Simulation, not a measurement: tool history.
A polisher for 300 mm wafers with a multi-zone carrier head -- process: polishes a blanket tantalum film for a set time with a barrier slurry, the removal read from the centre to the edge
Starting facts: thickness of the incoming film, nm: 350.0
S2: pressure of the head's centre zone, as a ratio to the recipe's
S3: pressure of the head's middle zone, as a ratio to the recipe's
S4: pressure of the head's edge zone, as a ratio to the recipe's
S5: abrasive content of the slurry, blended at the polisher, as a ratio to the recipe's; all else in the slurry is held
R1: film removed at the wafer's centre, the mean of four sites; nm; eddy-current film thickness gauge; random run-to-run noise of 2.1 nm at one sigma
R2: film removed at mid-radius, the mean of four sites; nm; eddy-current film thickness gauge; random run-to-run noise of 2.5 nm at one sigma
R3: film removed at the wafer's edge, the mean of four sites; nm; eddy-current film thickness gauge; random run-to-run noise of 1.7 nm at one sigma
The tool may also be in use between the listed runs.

run 1 hour=0 | flow_of_slurry_(ml/min)=245 S2=1 S3=1 S4=1 S5=1 polishing_time_(s)=57 | R1=141.06 R2=139.69 R3=139.23
run 2 hour=1.1 | flow_of_slurry_(ml/min)=245 S2=1 S3=1 S4=1 S5=1.1 polishing_time_(s)=57 | R1=143.12 R2=141.14 R3=143.24
run 3 hour=3.3 | flow_of_slurry_(ml/min)=245 S2=0.92 S3=1 S4=1 S5=1.1 polishing_time_(s)=57 | R1=133.82 R2=142.23 R3=144.52
run 4 hour=5.6 | flow_of_slurry_(ml/min)=245 S2=0.92 S3=1.08 S4=1 S5=1.1 polishing_time_(s)=57 | R1=133.23 R2=149.98 R3=142.01
run 5 hour=12 | flow_of_slurry_(ml/min)=250 S2=0.93 S3=1.09 S4=1.02 S5=1.2 polishing_time_(s)=58 | R1=140.84 R2=167.35 R3=155.53
run 6 hour=14.2 | flow_of_slurry_(ml/min)=260 S2=0.96 S3=1.08 S4=1.04 S5=1.2 polishing_time_(s)=58 | R1=145.9 R2=159.46 R3=154.35
run 7 hour=22.2 | flow_of_slurry_(ml/min)=260 S2=0.97 S3=1.09 S4=1.05 S5=1.25 polishing_time_(s)=58 | R1=147.89 R2=162.14 R3=156.84

The next listed run, before its measurement:
run 8 hour=26.8 | flow_of_slurry_(ml/min)=260 S2=0.98 S3=1.1 S4=1.06 S5=1.3 polishing_time_(s)=58 | R1=? R2=? R3=?

Logged for run 8: R1 149.81 nm, R2 166.82 nm, R3 159.14 nm.

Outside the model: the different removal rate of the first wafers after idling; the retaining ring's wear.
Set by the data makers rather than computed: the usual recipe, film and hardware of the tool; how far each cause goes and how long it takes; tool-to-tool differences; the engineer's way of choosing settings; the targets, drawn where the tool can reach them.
